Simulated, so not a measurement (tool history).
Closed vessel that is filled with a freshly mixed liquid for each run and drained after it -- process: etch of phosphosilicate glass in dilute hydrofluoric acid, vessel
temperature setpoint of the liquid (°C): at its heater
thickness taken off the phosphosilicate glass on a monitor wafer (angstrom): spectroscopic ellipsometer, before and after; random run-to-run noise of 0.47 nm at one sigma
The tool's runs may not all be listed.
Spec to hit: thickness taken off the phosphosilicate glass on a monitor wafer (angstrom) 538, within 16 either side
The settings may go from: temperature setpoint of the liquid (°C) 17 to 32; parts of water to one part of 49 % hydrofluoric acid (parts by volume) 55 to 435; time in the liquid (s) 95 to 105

run	hour	temperature setpoint of the liquid (°C)	parts of water to one part of 49 % hydrofluoric acid (parts by volume)	time in the liquid (s)	thickness taken off the phosphosilicate glass on a monitor wafer (angstrom)
1	0	24	245	95	336.29
2	7.4	24	315	95	244.69
3	9.8	24	315	105	273.39
4	16.2	24	250	105	364.44
5	18	24	250	105	365.31
6	25.6	22.5	250	105	344.15
7	32.4	22.5	250	105	341.14
8	37.7	24.5	250	105	372.45
9	44	28.5	230	105	474.34
10	48.8	29	230	105	478.62
11	52.9	29.5	230	105	487.91
12	56.1	30	230	105	503.18
13	63.5	30.5	230	105	514.92
14	69.7	31	230	105	515.02

Exercise: of the 5 proposed moves below, exactly one satisfies all targets within the stated allowed misses. Which move is it?
A	75.9	31.5	215	100	?
B	75.9	28	235	105	?
C	75.9	30	225	100	?
D	75.9	30.5	235	100	?
E	75.9	32	245	100	?

move	thickness taken off the phosphosilicate glass on a monitor wafer (angstrom)
A	537.46
B	447.6
C	482.31
D	464.08
E	462.18
A: all results in spec
B: lands further from the targets than the last run did
C: lands further from the targets than the last run did
D: lands further from the targets than the last run did
E: lands further from the targets than the last run did
The move that meets every target is A.

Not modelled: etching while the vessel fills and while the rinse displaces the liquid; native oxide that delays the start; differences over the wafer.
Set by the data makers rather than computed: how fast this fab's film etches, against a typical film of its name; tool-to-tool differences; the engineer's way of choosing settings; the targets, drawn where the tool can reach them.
